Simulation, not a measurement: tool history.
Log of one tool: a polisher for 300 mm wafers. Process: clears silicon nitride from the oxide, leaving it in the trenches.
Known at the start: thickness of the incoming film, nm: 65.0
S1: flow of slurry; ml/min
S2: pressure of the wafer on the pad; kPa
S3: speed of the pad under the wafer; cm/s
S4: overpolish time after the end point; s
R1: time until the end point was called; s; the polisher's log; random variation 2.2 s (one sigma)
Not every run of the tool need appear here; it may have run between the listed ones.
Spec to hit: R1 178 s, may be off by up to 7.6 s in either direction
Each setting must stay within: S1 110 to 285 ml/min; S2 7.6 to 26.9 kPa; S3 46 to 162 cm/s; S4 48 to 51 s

run  hour   S1    S2   S3  S4      R1
  1     0  180  17.2  104  48   68.07
  2   4.3  180  15.9   98  48  81.359
  3   8.2  180    20   98  48  64.485
  4  10.4  180    20   76  48  82.041
  5  15.2  180  17.9   74  48  93.743
  6  23.1  180  17.9   74  51  94.097
  7  27.9  180  16.5   74  51   100.3
  8  28.6  180  16.5   74  51  100.01
  9  34.7  180  15.2   72  51  112.53
 10  35.4  180  13.8   72  51  123.06
 11  36.8  180  13.1   72  51  133.06
 12  45.2  180  12.4   72  51  138.62
 13  52.8  175   7.6   70  51  225.58
 14  54.8  185   7.6   70  51  226.84
 15  59.9  185   8.3   70  51  207.67

Which one of the following 4 next-run settings gets every result inside its allowed miss? There is exactly one.
  A    65  285   8.3  88  51   ?
  B    65  235  12.4  60  49   ?
  C    65  200     9  68  51   ?
  D    65  145   8.3  86  51   ?

move      R1
   A  157.72
   B  157.92
   C  194.78
   D  175.76
A: moves the result that the last run missed by most past its target, out the other side
B: moves the result that the last run missed by most past its target, out the other side
C: better than the last run, though not everything is in spec
D: hits every target within its allowed miss
D is the move that brings every result within its allowed miss.

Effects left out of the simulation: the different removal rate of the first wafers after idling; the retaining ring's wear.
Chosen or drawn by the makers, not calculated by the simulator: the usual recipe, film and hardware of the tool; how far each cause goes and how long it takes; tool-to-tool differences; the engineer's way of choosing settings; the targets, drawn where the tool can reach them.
